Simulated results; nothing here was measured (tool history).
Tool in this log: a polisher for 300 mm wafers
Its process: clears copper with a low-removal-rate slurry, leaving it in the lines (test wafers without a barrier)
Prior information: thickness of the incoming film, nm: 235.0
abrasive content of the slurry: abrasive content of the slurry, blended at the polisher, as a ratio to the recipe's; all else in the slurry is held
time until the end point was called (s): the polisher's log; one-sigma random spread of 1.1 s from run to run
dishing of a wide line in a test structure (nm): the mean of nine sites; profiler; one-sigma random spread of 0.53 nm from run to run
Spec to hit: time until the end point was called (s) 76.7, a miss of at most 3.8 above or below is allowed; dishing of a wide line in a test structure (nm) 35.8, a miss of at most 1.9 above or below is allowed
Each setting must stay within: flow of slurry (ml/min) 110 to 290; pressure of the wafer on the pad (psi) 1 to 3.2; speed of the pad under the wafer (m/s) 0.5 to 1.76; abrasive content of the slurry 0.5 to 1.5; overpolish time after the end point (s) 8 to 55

run    day  flow of slurry (ml/min)  pressure of the wafer on the pad (psi)  speed of the pad under the wafer (m/s)  abrasive content of the slurry  overpolish time after the end point (s)  time until the end point was called (s)  dishing of a wide line in a test structure (nm)
  1      0                      185                                     2.1                                    1.12                               1                                       28                                   100.36                                            32.95
  2  0.317                      185                                     2.2                                    1.12                               1                                       27                                   97.429                                           32.704
  3  0.433                      185                                     2.2                                    1.26                               1                                       27                                   86.437                                           35.258
  4  0.642                      185                                     2.2                                    1.52                               1                                       27                                   71.695                                           39.046
  5  0.912                      185                                     2.2                                    1.52                               1                                       17                                   70.622                                           29.507
  6  0.958                      185                                     2.2                                    1.52                               1                                       19                                   72.098                                           31.339
  7  1.238                      185                                     2.2                                    1.52                               1                                       20                                   69.957                                           32.138
  8  1.308                      185                                     2.2                                    1.52                               1                                       21                                   71.193                                           33.768
  9  1.533                      185                                     2.2                                    1.52                               1                                       22                                   70.737                                           33.872
 10   1.65                      185                                     2.2                                    1.52                               1                                       23                                    70.79                                            34.88

5 candidate next runs follow, results not yet known. Just one meets every target within its allowed miss. Identify it.
  A  1.767                      165                                     2.2                                    1.58                               1                                       21                                        ?                                                ?
  B  1.767                      120                                     2.2                                     1.7                            1.35                                       19                                        ?                                                ?
  C  1.767                      205                                     1.8                                    1.64                            1.15                                       27                                        ?                                                ?
  D  1.767                      140                                     2.1                                    1.36                            1.05                                       31                                        ?                                                ?
  E  1.767                      160                                       2                                     1.5                             0.8                                       22                                        ?                                                ?

move  time until the end point was called (s)  dishing of a wide line in a test structure (nm)
   A                                   69.686                                           33.006
   B                                   65.955                                           32.173
   C                                   76.543                                           35.402
   D                                   86.118                                           36.139
   E                                   82.906                                           30.503
A: lands further from the targets than the last run did
B: lands further from the targets than the last run did
C: meets every target
D: moves the result that the last run missed by most past its target, out the other side
E: moves the result that the last run missed by most past its target, out the other side
Correct choice: C, which meets every target
